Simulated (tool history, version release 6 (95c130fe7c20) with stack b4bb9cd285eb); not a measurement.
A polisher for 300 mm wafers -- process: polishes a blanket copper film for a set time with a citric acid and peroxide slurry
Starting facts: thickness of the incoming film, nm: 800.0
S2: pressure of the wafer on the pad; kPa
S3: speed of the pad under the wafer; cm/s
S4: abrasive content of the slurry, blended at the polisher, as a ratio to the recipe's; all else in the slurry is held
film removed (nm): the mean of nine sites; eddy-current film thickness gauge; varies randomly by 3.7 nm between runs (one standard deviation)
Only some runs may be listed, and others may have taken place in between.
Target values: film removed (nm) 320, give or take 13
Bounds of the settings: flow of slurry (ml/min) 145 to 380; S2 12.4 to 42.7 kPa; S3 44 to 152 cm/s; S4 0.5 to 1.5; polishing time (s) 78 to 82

{"run": 1, "hour": 0.0, "flow of slurry (ml/min)": 245, "S2": 27.6, "S3": 98, "S4": 1, "polishing time (s)": 78, "film removed (nm)": 229.22}
{"run": 2, "hour": 1.4, "flow of slurry (ml/min)": 245, "S2": 27.6, "S3": 98, "S4": 1.2, "polishing time (s)": 78, "film removed (nm)": 232.37}
{"run": 3, "hour": 9.4, "flow of slurry (ml/min)": 245, "S2": 27.6, "S3": 82, "S4": 1.2, "polishing time (s)": 78, "film removed (nm)": 208.16}
{"run": 4, "hour": 16.6, "flow of slurry (ml/min)": 245, "S2": 30.3, "S3": 82, "S4": 1.2, "polishing time (s)": 78, "film removed (nm)": 232.1}
{"run": 5, "hour": 17.7, "flow of slurry (ml/min)": 245, "S2": 30.3, "S3": 90, "S4": 1.2, "polishing time (s)": 78, "film removed (nm)": 239.11}
{"hour": 19.4, "done": "head pressure recalibrated"}
{"run": 6, "hour": 19.4, "flow of slurry (ml/min)": 245, "S2": 32.4, "S3": 90, "S4": 1.2, "polishing time (s)": 78, "film removed (nm)": 286.19}
{"run": 7, "hour": 26.7, "flow of slurry (ml/min)": 245, "S2": 32.4, "S3": 90, "S4": 1.2, "polishing time (s)": 78, "film removed (nm)": 283.31}
{"run": 8, "hour": 31.9, "flow of slurry (ml/min)": 245, "S2": 33.1, "S3": 90, "S4": 1.2, "polishing time (s)": 78, "film removed (nm)": 292.41}
{"run": 9, "hour": 33.6, "flow of slurry (ml/min)": 245, "S2": 33.8, "S3": 90, "S4": 1.2, "polishing time (s)": 78, "film removed (nm)": 293.45}
{"run": 10, "hour": 42.3, "flow of slurry (ml/min)": 245, "S2": 34.5, "S3": 90, "S4": 1.2, "polishing time (s)": 78, "film removed (nm)": 306.72}

5 next moves are on the table. One of them brings every result within its allowed miss. Which?
{"run": "A", "hour": 51.0, "flow of slurry (ml/min)": 205, "S2": 36.5, "S3": 98, "S4": 1.25, "polishing time (s)": 82, "film removed (nm)": "?"}
{"run": "B", "hour": 51.0, "flow of slurry (ml/min)": 330, "S2": 41.4, "S3": 78, "S4": 1.1, "polishing time (s)": 81, "film removed (nm)": "?"}
{"run": "C", "hour": 51.0, "flow of slurry (ml/min)": 190, "S2": 35.9, "S3": 100, "S4": 1.25, "polishing time (s)": 78, "film removed (nm)": "?"}
{"run": "D", "hour": 51.0, "flow of slurry (ml/min)": 265, "S2": 35.9, "S3": 74, "S4": 1.4, "polishing time (s)": 79, "film removed (nm)": "?"}
{"run": "E", "hour": 51.0, "flow of slurry (ml/min)": 240, "S2": 37.2, "S3": 90, "S4": 1.3, "polishing time (s)": 80, "film removed (nm)": "?"}

move=A film_removed_(nm)=355.83
move=B film_removed_(nm)=360.63
move=C film_removed_(nm)=332.28
move=D film_removed_(nm)=303.34
move=E film_removed_(nm)=346.09
A: carries the result that was furthest off beyond its target, to the other side
B: carries the result that was furthest off beyond its target, to the other side
C: meets every target
D: misses by more than the last run did
E: carries the result that was furthest off beyond its target, to the other side
C is the move that brings every result within its allowed miss.
